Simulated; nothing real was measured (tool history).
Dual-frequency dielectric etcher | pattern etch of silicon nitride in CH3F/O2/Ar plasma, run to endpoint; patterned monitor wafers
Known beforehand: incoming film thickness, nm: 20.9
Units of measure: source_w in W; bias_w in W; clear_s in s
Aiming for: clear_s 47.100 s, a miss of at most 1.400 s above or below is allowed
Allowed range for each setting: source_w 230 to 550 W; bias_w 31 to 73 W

run	hour	source_w	bias_w	clear_s
1	0.0	390	52	34.072
2	8.4	460	52	30.810
3	15.7	460	56	29.255
4	21.6	390	56	32.708
5	30.5	330	56	34.970
6	34.4	330	60	34.146
7	39.3	300	52	38.310
8	39.8	280	48	41.581
9	41.0	230	42	49.650
10	45.7	260	43	45.792

Below are 4 possible settings for the next run. Only one of them brings all results inside the allowed miss of their targets. Which is it?
A	50.4	270	47	?
B	50.4	260	46	?
C	50.4	300	35	?
D	50.4	230	51	?

move	clear_s
A	42.644
B	44.056
C	46.957
D	44.872
A: its largest miss is bigger than the last run's
B: its largest miss is bigger than the last run's
C: each result inside its tolerance
D: its largest miss is bigger than the last run's
Answer: C
